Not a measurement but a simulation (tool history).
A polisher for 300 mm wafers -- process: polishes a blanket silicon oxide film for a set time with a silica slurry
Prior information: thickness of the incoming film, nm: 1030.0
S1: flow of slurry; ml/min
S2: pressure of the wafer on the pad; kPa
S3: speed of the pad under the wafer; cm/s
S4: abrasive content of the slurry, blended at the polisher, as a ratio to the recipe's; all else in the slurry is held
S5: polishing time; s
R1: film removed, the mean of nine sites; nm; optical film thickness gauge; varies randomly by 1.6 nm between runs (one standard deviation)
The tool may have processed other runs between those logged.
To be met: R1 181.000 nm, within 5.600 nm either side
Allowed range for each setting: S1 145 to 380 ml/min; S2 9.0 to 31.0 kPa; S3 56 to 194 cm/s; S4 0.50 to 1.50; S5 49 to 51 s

run  hour   S1    S2   S3    S4  S5       R1
  1   0.0  245  20.0  124  1.00  49  114.490
  2   0.6  245  20.0   98  1.00  49   95.266
  3   9.4  245  20.0   70  1.00  49   73.143
  4  16.8  245  15.9   70  1.00  49   57.570
  5  24.4  245  15.9   70  1.00  49   57.381
  6  29.2  245  19.3   76  1.00  49   74.134
  7  36.1  245  22.1   82  1.00  49   91.184
  8  38.8  245  22.1   82  1.00  49   89.975
  9  43.5  245  24.1   88  1.00  49  104.230
 10  48.3  245  25.5   94  1.00  49  115.600

Which one of the following 5 next-run settings gets every result inside its allowed miss? There is exactly one.
  A  53.1  200  23.4   62  1.05  49   ?
  B  53.1  235  29.0  132  1.00  51   ?
  C  53.1  345  31.0   84  0.95  51   ?
  D  53.1  225  20.0  100  0.80  49   ?
  E  53.1  225  21.4   84  1.05  49   ?

move       R1
   A   75.363
   B  176.700
   C  133.870
   D   85.006
   E   89.307
A: its largest miss is bigger than the last run's
B: each result inside its tolerance
C: nearer than the last run, and not there yet
D: its largest miss is bigger than the last run's
E: its largest miss is bigger than the last run's
Correct choice: B, which meets every target
